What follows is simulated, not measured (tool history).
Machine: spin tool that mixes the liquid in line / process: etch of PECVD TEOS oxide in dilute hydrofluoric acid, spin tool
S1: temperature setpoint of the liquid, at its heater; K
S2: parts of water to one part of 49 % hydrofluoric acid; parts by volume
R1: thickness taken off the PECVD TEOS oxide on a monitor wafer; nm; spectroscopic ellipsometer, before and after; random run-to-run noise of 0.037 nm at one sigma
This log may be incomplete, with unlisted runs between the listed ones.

{"run": 1, "hour": 0.0, "S1": 296.15, "S2": 285, "time under the liquid (s)": 50, "R1": 3.4649}
{"run": 2, "hour": 6.5, "S1": 297.65, "S2": 285, "time under the liquid (s)": 50, "R1": 3.6811}
{"run": 3, "hour": 12.4, "S1": 298.65, "S2": 285, "time under the liquid (s)": 50, "R1": 3.8344}
{"run": 4, "hour": 13.8, "S1": 299.15, "S2": 285, "time under the liquid (s)": 50, "R1": 3.886}
{"run": 5, "hour": 17.1, "S1": 299.15, "S2": 335, "time under the liquid (s)": 50, "R1": 3.1178}
{"run": 6, "hour": 22.4, "S1": 299.15, "S2": 425, "time under the liquid (s)": 50, "R1": 2.2423}
{"run": 7, "hour": 26.5, "S1": 303.15, "S2": 315, "time under the liquid (s)": 50, "R1": 3.9229}

Predict the results of run 8:
{"run": 8, "hour": 31.4, "S1": 303.65, "S2": 310, "time under the liquid (s)": 50, "R1": "?"}

R1: 4.037 nm
